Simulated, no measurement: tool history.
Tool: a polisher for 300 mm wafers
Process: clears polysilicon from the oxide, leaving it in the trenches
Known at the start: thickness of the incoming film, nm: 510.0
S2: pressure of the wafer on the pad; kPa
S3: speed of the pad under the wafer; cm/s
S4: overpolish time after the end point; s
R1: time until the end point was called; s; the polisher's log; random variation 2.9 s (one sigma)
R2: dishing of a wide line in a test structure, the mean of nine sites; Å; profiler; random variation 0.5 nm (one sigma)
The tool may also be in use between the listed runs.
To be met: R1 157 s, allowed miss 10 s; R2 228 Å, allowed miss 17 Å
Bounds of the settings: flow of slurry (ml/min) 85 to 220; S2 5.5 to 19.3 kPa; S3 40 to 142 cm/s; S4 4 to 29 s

{"run": 1, "hour": 0.0, "flow of slurry (ml/min)": 140, "S2": 12.4, "S3": 90, "S4": 15, "R1": 76.922, "R2": 235.85}
{"run": 2, "hour": 5.3, "flow of slurry (ml/min)": 140, "S2": 10.3, "S3": 86, "S4": 16, "R1": 99.271, "R2": 242.72}
{"run": 3, "hour": 13.0, "flow of slurry (ml/min)": 140, "S2": 10.3, "S3": 86, "S4": 18, "R1": 97.444, "R2": 245.02}
{"run": 4, "hour": 16.4, "flow of slurry (ml/min)": 140, "S2": 10.3, "S3": 86, "S4": 15, "R1": 96.342, "R2": 230.68}
{"run": 5, "hour": 19.8, "flow of slurry (ml/min)": 140, "S2": 9, "S3": 84, "S4": 16, "R1": 114.81, "R2": 226.78}
{"run": 6, "hour": 27.0, "flow of slurry (ml/min)": 160, "S2": 9, "S3": 84, "S4": 16, "R1": 110.65, "R2": 225.61}
{"run": 7, "hour": 35.0, "flow of slurry (ml/min)": 160, "S2": 9, "S3": 84, "S4": 16, "R1": 111.89, "R2": 234.02}
{"run": 8, "hour": 35.7, "flow of slurry (ml/min)": 160, "S2": 8.3, "S3": 82, "S4": 16, "R1": 123.26, "R2": 221.94}
{"run": 9, "hour": 44.1, "flow of slurry (ml/min)": 160, "S2": 7.6, "S3": 82, "S4": 17, "R1": 131.12, "R2": 221.47}
{"run": 10, "hour": 51.7, "flow of slurry (ml/min)": 155, "S2": 5.5, "S3": 80, "S4": 24, "R1": 183.98, "R2": 217.67}

Which of these 5 next moves meets every target?
{"run": "A", "hour": 59.3, "flow of slurry (ml/min)": 175, "S2": 6.9, "S3": 90, "S4": 20, "R1": "?", "R2": "?"}
{"run": "B", "hour": 59.3, "flow of slurry (ml/min)": 150, "S2": 6.2, "S3": 86, "S4": 23, "R1": "?", "R2": "?"}
{"run": "C", "hour": 59.3, "flow of slurry (ml/min)": 150, "S2": 5.5, "S3": 60, "S4": 29, "R1": "?", "R2": "?"}
{"run": "D", "hour": 59.3, "flow of slurry (ml/min)": 155, "S2": 5.5, "S3": 78, "S4": 24, "R1": "?", "R2": "?"}
{"run": "E", "hour": 59.3, "flow of slurry (ml/min)": 105, "S2": 11.7, "S3": 48, "S4": 14, "R1": "?", "R2": "?"}

move=A R1=129.57 R2=235.94
move=B R1=153.63 R2=234.72
move=C R1=242.65 R2=223.56
move=D R1=187.44 R2=227.39
move=E R1=158.77 R2=202.7
A: takes the result that was furthest off past its target
B: meets every target
C: further off than the last run
D: further off than the last run
E: brings the result that was furthest off to its target, and leaves another outside
The right move is B.
